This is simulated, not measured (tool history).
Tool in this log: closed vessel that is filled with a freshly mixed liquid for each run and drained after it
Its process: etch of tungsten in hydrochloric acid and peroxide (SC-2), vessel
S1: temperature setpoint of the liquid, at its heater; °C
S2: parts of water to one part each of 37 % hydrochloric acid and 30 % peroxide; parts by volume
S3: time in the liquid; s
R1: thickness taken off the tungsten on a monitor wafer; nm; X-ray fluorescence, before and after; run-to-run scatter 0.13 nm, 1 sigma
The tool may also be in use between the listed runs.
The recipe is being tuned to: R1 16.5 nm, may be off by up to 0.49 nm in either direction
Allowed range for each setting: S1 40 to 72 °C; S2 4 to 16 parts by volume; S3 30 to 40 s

Run 1, hour 0: S1 56 °C, S2 9 parts by volume, S3 40 s. Result: R1 10.535 nm.
Run 2, hour 6.9: S1 53 °C, S2 9 parts by volume, S3 40 s. Result: R1 8.7439 nm.
Run 3, hour 10.1: S1 60 °C, S2 9 parts by volume, S3 40 s. Result: R1 13.381 nm.
Run 4, hour 17.2: S1 60 °C, S2 11.5 parts by volume, S3 40 s. Result: R1 10.999 nm.
Run 5, hour 26.3: S1 60 °C, S2 11.5 parts by volume, S3 40 s. Result: R1 11.125 nm.
Run 6, hour 29.7: S1 60 °C, S2 9 parts by volume, S3 40 s. Result: R1 13.759 nm.
Run 7, hour 32: S1 60.5 °C, S2 9 parts by volume, S3 40 s. Result: R1 13.774 nm.
Run 8, hour 40.9: S1 61 °C, S2 9 parts by volume, S3 40 s. Result: R1 14.447 nm.
Run 9, hour 44.6: S1 61.5 °C, S2 9 parts by volume, S3 40 s. Result: R1 14.977 nm.

Exactly one of the 5 candidate moves below puts every result within its allowed miss. Which one?
Run A, hour 48.3: S1 63 °C, S2 8 parts by volume, S3 40 s. Result: R1 ?.
Run B, hour 48.3: S1 66 °C, S2 10 parts by volume, S3 40 s. Result: R1 ?.
Run C, hour 48.3: S1 61.5 °C, S2 8 parts by volume, S3 40 s. Result: R1 ?.
Run D, hour 48.3: S1 62 °C, S2 10.5 parts by volume, S3 40 s. Result: R1 ?.
Run E, hour 48.3: S1 64 °C, S2 9 parts by volume, S3 40 s. Result: R1 ?.

move      R1
   A  17.784
   B    17.8
   C  16.207
   D  13.375
   E  17.192
A: takes the result that was furthest off past its target
B: takes the result that was furthest off past its target
C: meets every target
D: the biggest miss grows against the last run
E: takes the result that was furthest off past its target
C is the move that brings every result within its allowed miss.
